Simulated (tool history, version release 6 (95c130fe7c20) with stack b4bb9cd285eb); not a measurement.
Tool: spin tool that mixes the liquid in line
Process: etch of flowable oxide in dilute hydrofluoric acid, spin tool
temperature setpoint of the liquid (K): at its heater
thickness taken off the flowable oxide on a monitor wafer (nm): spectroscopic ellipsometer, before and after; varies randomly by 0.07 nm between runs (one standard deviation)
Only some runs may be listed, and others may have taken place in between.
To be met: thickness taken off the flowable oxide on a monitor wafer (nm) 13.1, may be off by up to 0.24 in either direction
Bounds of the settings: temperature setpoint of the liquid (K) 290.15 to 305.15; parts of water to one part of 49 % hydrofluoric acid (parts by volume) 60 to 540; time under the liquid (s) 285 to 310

| run | hour | temperature setpoint of the liquid (K) | parts of water to one part of 49 % hydrofluoric acid (parts by volume) | time under the liquid (s) | thickness taken off the flowable oxide on a monitor wafer (nm) |
|---|---|---|---|---|---|
| 1 | 0 | 297.15 | 300 | 285 | 22.713 |
| 2 | 6 | 297.15 | 300 | 310 | 24.666 |
| 3 | 13 | 295.65 | 315 | 310 | 21.923 |
| 4 | 14.7 | 295.65 | 240 | 310 | 31.073 |
| 5 | 20.2 | 294.65 | 265 | 310 | 26.784 |
| 6 | 24.4 | 296.65 | 265 | 310 | 28.713 |
| 7 | 29 | 295.65 | 290 | 310 | 24.645 |
| 8 | 35.4 | 294.65 | 305 | 310 | 22.479 |
| 9 | 37.9 | 294.65 | 305 | 310 | 22.177 |
| 10 | 40.4 | 293.65 | 320 | 310 | 20.068 |
|  | 48.2 | hydrofluoric acid flow meter replaced |
| 11 | 48.2 | 293.15 | 335 | 310 | 20.008 |
| 12 | 56.5 | 292.65 | 355 | 310 | 18.282 |
| 13 | 65.6 | 292.15 | 370 | 310 | 16.977 |
| 14 | 71.2 | 291.65 | 380 | 310 | 16.013 |
| 15 | 72 | 291.15 | 390 | 310 | 15.437 |
| 16 | 73.3 | 291.15 | 395 | 310 | 15.23 |
| 17 | 81.2 | 291.15 | 395 | 310 | 15.056 |
| 18 | 83.9 | 291.15 | 400 | 310 | 14.814 |
| 19 | 87 | 291.15 | 405 | 310 | 14.499 |
| 20 | 89.7 | 291.15 | 410 | 310 | 14.515 |
| 21 | 97.6 | 291.15 | 415 | 310 | 14.213 |

Exercise: of the 4 proposed moves below, exactly one satisfies all targets within the stated allowed misses. Which move is it?
| A | 105.5 | 290.15 | 415 | 295 | ? |
| B | 105.5 | 290.15 | 420 | 290 | ? |
| C | 105.5 | 290.15 | 435 | 300 | ? |
| D | 105.5 | 291.15 | 425 | 285 | ? |

| move | thickness taken off the flowable oxide on a monitor wafer (nm) |
|---|---|
| A | 13.026 |
| B | 12.604 |
| C | 12.446 |
| D | 12.635 |
A: meets every target
B: takes the result that was furthest off past its target
C: takes the result that was furthest off past its target
D: takes the result that was furthest off past its target
Go with A: it meets all targets.

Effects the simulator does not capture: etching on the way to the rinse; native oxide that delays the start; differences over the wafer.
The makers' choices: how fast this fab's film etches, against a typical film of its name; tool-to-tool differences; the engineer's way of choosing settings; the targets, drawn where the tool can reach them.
